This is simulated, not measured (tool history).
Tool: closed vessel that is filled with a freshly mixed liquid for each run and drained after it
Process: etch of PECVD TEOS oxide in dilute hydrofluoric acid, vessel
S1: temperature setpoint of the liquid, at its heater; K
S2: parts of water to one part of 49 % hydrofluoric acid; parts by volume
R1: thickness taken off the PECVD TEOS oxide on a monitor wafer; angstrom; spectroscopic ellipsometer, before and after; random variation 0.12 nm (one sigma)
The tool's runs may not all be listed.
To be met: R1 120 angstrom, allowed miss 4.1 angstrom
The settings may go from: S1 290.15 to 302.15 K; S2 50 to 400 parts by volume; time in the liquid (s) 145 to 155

{"run": 1, "hour": 0.0, "S1": 294.15, "S2": 225, "time in the liquid (s)": 145, "R1": 147.73}
{"run": 2, "hour": 2.0, "S1": 293.15, "S2": 230, "time in the liquid (s)": 145, "R1": 138.5}
{"run": 3, "hour": 3.7, "S1": 296.15, "S2": 230, "time in the liquid (s)": 145, "R1": 157.77}
{"run": 4, "hour": 10.7, "S1": 296.15, "S2": 160, "time in the liquid (s)": 145, "R1": 239.3}
{"run": 5, "hour": 11.8, "S1": 293.65, "S2": 160, "time in the liquid (s)": 145, "R1": 221.03}
{"run": 6, "hour": 13.3, "S1": 292.65, "S2": 185, "time in the liquid (s)": 145, "R1": 180.08}
{"run": 7, "hour": 15.8, "S1": 292.15, "S2": 200, "time in the liquid (s)": 145, "R1": 160.98}
{"run": 8, "hour": 19.5, "S1": 291.65, "S2": 210, "time in the liquid (s)": 145, "R1": 146.09}
{"run": 9, "hour": 21.6, "S1": 291.65, "S2": 210, "time in the liquid (s)": 145, "R1": 145.41}

Which of these 5 next moves meets every target?
{"run": "A", "hour": 23.7, "S1": 292.65, "S2": 235, "time in the liquid (s)": 145, "R1": "?"}
{"run": "B", "hour": 23.7, "S1": 290.65, "S2": 240, "time in the liquid (s)": 145, "R1": "?"}
{"run": "C", "hour": 23.7, "S1": 290.15, "S2": 180, "time in the liquid (s)": 155, "R1": "?"}
{"run": "D", "hour": 23.7, "S1": 290.65, "S2": 230, "time in the liquid (s)": 150, "R1": "?"}
{"run": "E", "hour": 23.7, "S1": 290.15, "S2": 215, "time in the liquid (s)": 145, "R1": "?"}

move=A R1=134.48
move=B R1=121.49
move=C R1=179.61
move=D R1=132.35
move=E R1=136.1
A: nearer than the last run, and not there yet
B: meets every target
C: further off than the last run
D: nearer than the last run, and not there yet
E: nearer than the last run, and not there yet
The right move is B.
